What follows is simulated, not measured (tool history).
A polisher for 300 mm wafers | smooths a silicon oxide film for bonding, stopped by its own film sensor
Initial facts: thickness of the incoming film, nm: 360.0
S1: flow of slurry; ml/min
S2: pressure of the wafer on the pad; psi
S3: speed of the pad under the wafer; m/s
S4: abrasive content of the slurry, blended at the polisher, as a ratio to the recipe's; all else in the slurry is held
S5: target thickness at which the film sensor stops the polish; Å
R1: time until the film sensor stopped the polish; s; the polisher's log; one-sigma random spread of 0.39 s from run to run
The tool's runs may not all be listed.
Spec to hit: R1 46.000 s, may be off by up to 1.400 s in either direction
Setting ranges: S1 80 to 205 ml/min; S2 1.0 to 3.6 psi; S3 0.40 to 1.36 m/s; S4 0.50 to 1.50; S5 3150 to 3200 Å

| run | day | S1 | S2 | S3 | S4 | S5 | R1 |
|---|---|---|---|---|---|---|---|
| 1 | 0.000 | 135 | 2.3 | 0.88 | 1.00 | 3150 | 65.335 |
| 2 | 0.104 | 135 | 2.3 | 0.68 | 1.00 | 3150 | 77.940 |
| 3 | 0.154 | 135 | 2.3 | 0.50 | 1.00 | 3150 | 96.419 |
| 4 | 0.446 | 135 | 2.3 | 0.62 | 1.00 | 3150 | 82.493 |
| 5 | 0.733 | 140 | 2.6 | 0.62 | 1.00 | 3150 | 72.700 |
| 6 | 0.979 | 140 | 2.6 | 0.46 | 1.00 | 3150 | 88.253 |
| 7 | 1.342 | 170 | 3.2 | 0.64 | 1.00 | 3150 | 56.844 |
| 8 | 1.371 | 170 | 3.3 | 0.66 | 1.00 | 3150 | 54.194 |
| 9 | 1.533 | 170 | 3.4 | 0.68 | 1.00 | 3150 | 51.860 |

Of the 5 settings listed for the next run, only one would bring every result within its allowed miss of target. Which one?
| A | 1.696 | 160 | 3.6 | 0.80 | 0.95 | 3170 | ? |
| B | 1.696 | 155 | 3.6 | 0.66 | 1.10 | 3200 | ? |
| C | 1.696 | 155 | 3.5 | 0.70 | 1.20 | 3200 | ? |
| D | 1.696 | 115 | 3.6 | 0.82 | 0.90 | 3170 | ? |
| E | 1.696 | 110 | 3.6 | 0.88 | 0.90 | 3180 | ? |

| move | R1 |
|---|---|
| A | 42.465 |
| B | 42.951 |
| C | 41.170 |
| D | 45.168 |
| E | 42.401 |
A: moves the result that the last run missed by most past its target, out the other side
B: moves the result that the last run missed by most past its target, out the other side
C: moves the result that the last run missed by most past its target, out the other side
D: in spec on every target
E: moves the result that the last run missed by most past its target, out the other side
D is the move that brings every result within its allowed miss.
